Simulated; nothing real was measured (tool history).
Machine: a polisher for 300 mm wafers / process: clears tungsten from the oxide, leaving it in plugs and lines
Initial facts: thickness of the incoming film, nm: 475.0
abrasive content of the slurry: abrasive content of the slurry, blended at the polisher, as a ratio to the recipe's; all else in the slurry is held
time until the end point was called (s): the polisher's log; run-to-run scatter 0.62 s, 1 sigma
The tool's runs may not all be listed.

run,hour,flow of slurry (ml/min),pressure of the wafer on the pad (psi),speed of the pad under the wafer (cm/s),abrasive content of the slurry,overpolish time after the end point (s),time until the end point was called (s)
1,0.0,305,3.1,126,1.0,24,106.770
2,8.5,305,3.1,126,1.0,24,109.580
3,16.3,305,3.3,126,1.0,24,102.400
4,24.2,305,2.8,126,1.0,24,116.040
5,26.8,305,3.0,126,1.0,24,108.810
6,32.0,305,3.0,126,1.1,24,107.590
7,40.7,305,3.2,126,1.1,24,102.600
8,45.4,305,3.4,126,1.1,24,96.770
9,51.7,305,3.5,126,1.1,24,94.880
10,57.4,305,3.6,126,1.1,24,91.910
11,66.0,305,3.7,126,1.1,24,91.473
12,69.4,305,3.7,126,1.1,24,91.796
13,75.1,305,3.7,126,1.1,24,92.784
14,82.7,305,3.8,128,1.1,24,86.977
15,89.5,305,3.9,128,1.1,24,84.498

Expected results for the next run?
16,98.5,305,4.0,128,1.1,24,?

{"run 16": {"time until the end point was called (s)": 84.713}}
